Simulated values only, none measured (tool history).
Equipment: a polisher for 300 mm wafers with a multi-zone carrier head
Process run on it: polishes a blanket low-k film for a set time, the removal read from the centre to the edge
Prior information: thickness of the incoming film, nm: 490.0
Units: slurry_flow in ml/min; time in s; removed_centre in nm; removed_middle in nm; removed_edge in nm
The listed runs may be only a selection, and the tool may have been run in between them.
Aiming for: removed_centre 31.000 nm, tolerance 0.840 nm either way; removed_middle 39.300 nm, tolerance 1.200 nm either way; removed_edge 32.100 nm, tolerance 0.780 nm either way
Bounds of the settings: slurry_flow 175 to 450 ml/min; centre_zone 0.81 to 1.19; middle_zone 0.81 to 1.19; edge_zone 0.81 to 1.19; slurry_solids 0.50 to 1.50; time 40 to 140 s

Run 1, hour 0.0: slurry_flow 290 ml/min, centre_zone 1.00, middle_zone 1.00, edge_zone 1.00, slurry_solids 1.00, time 90 s. Result: removed_centre 34.769 nm, removed_middle 36.031 nm, removed_edge 33.727 nm.
Run 2, hour 8.0: slurry_flow 280 ml/min, centre_zone 0.97, middle_zone 1.04, edge_zone 0.98, slurry_solids 1.00, time 90 s. Result: removed_centre 34.337 nm, removed_middle 36.072 nm, removed_edge 33.479 nm.
Run 3, hour 12.5: slurry_flow 280 ml/min, centre_zone 0.97, middle_zone 1.13, edge_zone 0.98, slurry_solids 1.00, time 90 s. Result: removed_centre 34.018 nm, removed_middle 38.873 nm, removed_edge 33.097 nm.
Run 4, hour 16.8: slurry_flow 280 ml/min, centre_zone 0.97, middle_zone 1.13, edge_zone 0.98, slurry_solids 1.00, time 102 s. Result: removed_centre 38.258 nm, removed_middle 44.838 nm, removed_edge 37.527 nm.
Run 5, hour 20.2: slurry_flow 270 ml/min, centre_zone 0.93, middle_zone 1.13, edge_zone 0.94, slurry_solids 0.95, time 102 s. Result: removed_centre 35.699 nm, removed_middle 42.480 nm, removed_edge 35.683 nm.
Run 6, hour 27.7: slurry_flow 260 ml/min, centre_zone 0.90, middle_zone 1.14, edge_zone 0.90, slurry_solids 0.95, time 102 s. Result: removed_centre 34.804 nm, removed_middle 42.786 nm, removed_edge 34.935 nm.
Run 7, hour 28.9: slurry_flow 250 ml/min, centre_zone 0.88, middle_zone 1.13, edge_zone 0.88, slurry_solids 0.95, time 102 s. Result: removed_centre 34.278 nm, removed_middle 43.091 nm, removed_edge 34.286 nm.
Run 8, hour 30.4: slurry_flow 245 ml/min, centre_zone 0.86, middle_zone 1.11, edge_zone 0.87, slurry_solids 0.90, time 102 s. Result: removed_centre 32.471 nm, removed_middle 40.730 nm, removed_edge 33.169 nm.
Run 9, hour 32.0: slurry_flow 240 ml/min, centre_zone 0.85, middle_zone 1.10, edge_zone 0.86, slurry_solids 0.90, time 102 s. Result: removed_centre 31.850 nm, removed_middle 40.606 nm, removed_edge 33.122 nm.
Run 10, hour 37.1: slurry_flow 215 ml/min, centre_zone 0.85, middle_zone 1.07, edge_zone 0.82, slurry_solids 0.85, time 102 s. Result: removed_centre 29.671 nm, removed_middle 36.833 nm, removed_edge 29.976 nm.
Run 11, hour 40.2: slurry_flow 235 ml/min, centre_zone 0.84, middle_zone 1.07, edge_zone 0.83, slurry_solids 0.85, time 102 s. Result: removed_centre 30.298 nm, removed_middle 37.657 nm, removed_edge 30.717 nm.
Run 12, hour 44.9: slurry_flow 245 ml/min, centre_zone 0.84, middle_zone 1.07, edge_zone 0.84, slurry_solids 0.85, time 102 s. Result: removed_centre 30.447 nm, removed_middle 37.911 nm, removed_edge 30.852 nm.

Next run, 5 choices. One meets every target within its allowed miss, the rest don't. Which?
Run A, hour 49.6: slurry_flow 180 ml/min, centre_zone 0.81, middle_zone 1.04, edge_zone 0.96, slurry_solids 1.05, time 92 s. Result: removed_centre ?, removed_middle ?, removed_edge ?.
Run B, hour 49.6: slurry_flow 175 ml/min, centre_zone 0.81, middle_zone 1.12, edge_zone 0.92, slurry_solids 1.00, time 95 s. Result: removed_centre ?, removed_middle ?, removed_edge ?.
Run C, hour 49.6: slurry_flow 230 ml/min, centre_zone 0.83, middle_zone 1.09, edge_zone 0.84, slurry_solids 0.95, time 98 s. Result: removed_centre ?, removed_middle ?, removed_edge ?.
Run D, hour 49.6: slurry_flow 190 ml/min, centre_zone 0.90, middle_zone 1.01, edge_zone 0.87, slurry_solids 0.85, time 105 s. Result: removed_centre ?, removed_middle ?, removed_edge ?.
Run E, hour 49.6: slurry_flow 210 ml/min, centre_zone 0.94, middle_zone 1.06, edge_zone 0.84, slurry_solids 1.15, time 84 s. Result: removed_centre ?, removed_middle ?, removed_edge ?.

move  removed_centre  removed_middle  removed_edge
   A          28.918          36.033        32.592
   B          28.848          37.950        31.895
   C          30.863          38.920        31.644
   D          31.390          35.467        31.238
   E          31.852          36.012        30.008
A: corrects the largest miss of the last run, while another result sits out of spec
B: corrects the largest miss of the last run, while another result sits out of spec
C: every result lands within tolerance
D: further off than the last run
E: further off than the last run
So the answer is move C, the one that meets all the targets.
